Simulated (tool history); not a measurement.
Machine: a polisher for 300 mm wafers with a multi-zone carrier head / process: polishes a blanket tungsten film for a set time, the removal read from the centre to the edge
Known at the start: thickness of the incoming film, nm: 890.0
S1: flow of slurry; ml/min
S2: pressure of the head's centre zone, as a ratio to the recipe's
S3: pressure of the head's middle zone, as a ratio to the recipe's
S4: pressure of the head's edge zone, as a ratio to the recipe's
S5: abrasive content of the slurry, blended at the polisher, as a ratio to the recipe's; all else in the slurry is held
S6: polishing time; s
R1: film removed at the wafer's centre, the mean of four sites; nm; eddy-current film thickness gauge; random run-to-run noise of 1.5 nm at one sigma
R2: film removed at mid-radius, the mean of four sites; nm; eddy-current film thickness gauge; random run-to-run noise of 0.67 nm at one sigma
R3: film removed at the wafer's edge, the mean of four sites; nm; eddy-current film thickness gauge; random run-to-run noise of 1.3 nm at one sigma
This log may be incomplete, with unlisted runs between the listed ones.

Run 1, hour 0.0: S1 200 ml/min, S2 1.00, S3 1.00, S4 1.00, S5 1.00, S6 44 s. Result: R1 109.16 nm, R2 112.22 nm, R3 112.81 nm.
Run 2, hour 4.0: S1 200 ml/min, S2 1.00, S3 1.00, S4 1.06, S5 1.00, S6 44 s. Result: R1 110.72 nm, R2 112.39 nm, R3 117.34 nm.
Run 3, hour 5.5: S1 200 ml/min, S2 1.00, S3 1.00, S4 1.06, S5 1.00, S6 51 s. Result: R1 128.96 nm, R2 130.21 nm, R3 135.89 nm.
Run 4, hour 13.6: S1 195 ml/min, S2 0.99, S3 0.99, S4 1.00, S5 0.85, S6 51 s. Result: R1 124.57 nm, R2 124.95 nm, R3 127.00 nm.
Run 5, hour 18.8: S1 195 ml/min, S2 0.99, S3 0.99, S4 1.00, S5 0.65, S6 51 s. Result: R1 115.57 nm, R2 116.64 nm, R3 118.85 nm.
Run 6, hour 27.3: S1 195 ml/min, S2 0.99, S3 0.99, S4 1.08, S5 0.65, S6 51 s. Result: R1 114.14 nm, R2 116.59 nm, R3 126.06 nm.
Run 7, hour 28.8: S1 185 ml/min, S2 0.97, S3 0.99, S4 1.03, S5 0.60, S6 51 s. Result: R1 106.40 nm, R2 114.16 nm, R3 119.56 nm.
Run 8, hour 31.2: S1 185 ml/min, S2 0.97, S3 0.99, S4 1.03, S5 0.60, S6 51 s. Result: R1 109.77 nm, R2 114.21 nm, R3 118.85 nm.
Run 9, hour 32.4: S1 175 ml/min, S2 0.96, S3 0.99, S4 0.99, S5 0.55, S6 51 s. Result: R1 106.25 nm, R2 108.34 nm, R3 112.69 nm.
Run 10, hour 36.6: S1 180 ml/min, S2 0.95, S3 1.01, S4 0.96, S5 0.55, S6 51 s. Result: R1 103.74 nm, R2 112.64 nm, R3 111.20 nm.
Run 11, hour 42.1: S1 175 ml/min, S2 0.95, S3 1.01, S4 0.94, S5 0.55, S6 51 s. Result: R1 105.97 nm, R2 111.43 nm, R3 113.18 nm.
Run 12, hour 48.1: S1 185 ml/min, S2 0.94, S3 1.02, S4 0.91, S5 0.55, S6 50 s. Result: R1 105.13 nm, R2 112.59 nm, R3 106.60 nm.
At hour 54.9: worn pad replaced by a new one.
Run 13, hour 54.9: S1 180 ml/min, S2 0.93, S3 1.02, S4 0.90, S5 0.55, S6 50 s. Result: R1 116.59 nm, R2 123.89 nm, R3 120.70 nm.
Run 14, hour 56.1: S1 170 ml/min, S2 0.95, S3 1.04, S4 0.91, S5 0.55, S6 50 s. Result: R1 115.66 nm, R2 126.46 nm, R3 119.32 nm.
Run 15, hour 58.8: S1 190 ml/min, S2 0.93, S3 1.03, S4 0.90, S5 0.55, S6 50 s. Result: R1 116.11 nm, R2 127.47 nm, R3 122.74 nm.
Run 16, hour 59.6: S1 175 ml/min, S2 0.93, S3 1.03, S4 0.89, S5 0.55, S6 50 s. Result: R1 116.72 nm, R2 125.35 nm, R3 118.61 nm.

Run 17 comes next. What will it give?
Run 17, hour 65.9: S1 190 ml/min, S2 0.95, S3 1.03, S4 0.91, S5 0.55, S6 49 s. Result: R1 ?, R2 ?, R3 ?.

{"run 17": {"R1": 114.46, "R2": 125.4, "R3": 119.62}}
